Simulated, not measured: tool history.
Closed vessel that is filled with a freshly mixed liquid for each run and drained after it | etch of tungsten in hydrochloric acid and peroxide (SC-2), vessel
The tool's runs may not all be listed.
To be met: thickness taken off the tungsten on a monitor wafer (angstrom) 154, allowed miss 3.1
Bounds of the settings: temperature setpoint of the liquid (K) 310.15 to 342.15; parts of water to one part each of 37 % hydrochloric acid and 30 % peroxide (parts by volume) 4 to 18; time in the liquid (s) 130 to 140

run,hour,temperature setpoint of the liquid (K),parts of water to one part each of 37 % hydrochloric acid and 30 % peroxide (parts by volume),time in the liquid (s),thickness taken off the tungsten on a monitor wafer (angstrom)
1,0,326.15,10,130,341.48
2,6,329.65,10,130,428.34
3,10.6,336.65,10,130,670.85
4,16.2,336.65,12,130,572.56
5,21.2,336.65,12,130,569.56
6,28.6,336.65,10.5,130,641.39
7,35.6,331.15,10.5,130,451.84
8,40.3,327.15,10.5,130,347.62
9,47.6,324.15,10.5,130,288.7
10,56.6,321.65,10.5,130,244.95

Which of these 5 next moves meets every target?
A,65.6,315.15,12,130,?
B,65.6,320.15,12,130,?
C,65.6,318.15,13,130,?
D,65.6,316.65,11.5,130,?
E,65.6,318.15,13.5,130,?

move,thickness taken off the tungsten on a monitor wafer (angstrom)
A,140.11
B,197.85
C,161.06
D,161.34
E,155.87
A: takes the result that was furthest off past its target
B: nearer than the last run, and not there yet
C: nearer than the last run, and not there yet
D: nearer than the last run, and not there yet
E: meets every target
Move E is the one to make.

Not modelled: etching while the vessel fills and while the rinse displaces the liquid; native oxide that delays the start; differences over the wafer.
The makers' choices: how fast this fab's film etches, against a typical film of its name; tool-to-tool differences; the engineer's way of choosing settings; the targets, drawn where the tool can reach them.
